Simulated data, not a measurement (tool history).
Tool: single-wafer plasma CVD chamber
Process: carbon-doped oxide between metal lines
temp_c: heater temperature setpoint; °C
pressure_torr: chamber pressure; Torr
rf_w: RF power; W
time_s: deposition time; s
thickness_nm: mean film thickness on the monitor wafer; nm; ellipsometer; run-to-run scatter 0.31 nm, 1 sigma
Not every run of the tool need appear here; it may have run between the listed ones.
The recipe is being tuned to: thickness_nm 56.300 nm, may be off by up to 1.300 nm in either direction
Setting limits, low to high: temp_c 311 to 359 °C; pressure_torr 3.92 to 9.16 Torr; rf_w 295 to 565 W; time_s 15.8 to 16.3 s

run,hour,temp_c,pressure_torr,rf_w,time_s,thickness_nm
1,0.0,335,6.54,430,15.8,80.267
2,5.6,327,6.54,430,15.8,83.730
3,7.9,317,6.54,430,15.8,85.860
4,10.1,327,5.93,400,15.8,76.753
5,11.4,327,5.93,400,15.8,76.667
6,19.8,327,5.93,400,15.8,76.382
7,23.7,331,5.46,380,15.8,72.024
8,26.2,334,5.12,360,15.8,66.716
9,33.0,337,4.84,350,15.8,64.028
10,33.6,349,3.92,315,15.8,54.699

Of the 5 settings listed for the next run, only one would bring every result within its allowed miss of target. Which one?
A,34.2,357,5.02,305,16.3,?
B,34.2,359,3.92,305,15.8,?
C,34.2,354,3.92,330,15.8,?
D,34.2,349,4.12,295,15.8,?
E,34.2,351,3.92,300,15.8,?

move,thickness_nm
A,54.267
B,51.473
C,56.707
D,51.289
E,51.743
A: lands further from the targets than the last run did
B: lands further from the targets than the last run did
C: every result lands within tolerance
D: lands further from the targets than the last run did
E: lands further from the targets than the last run did
So the answer is move C, the one that meets all the targets.
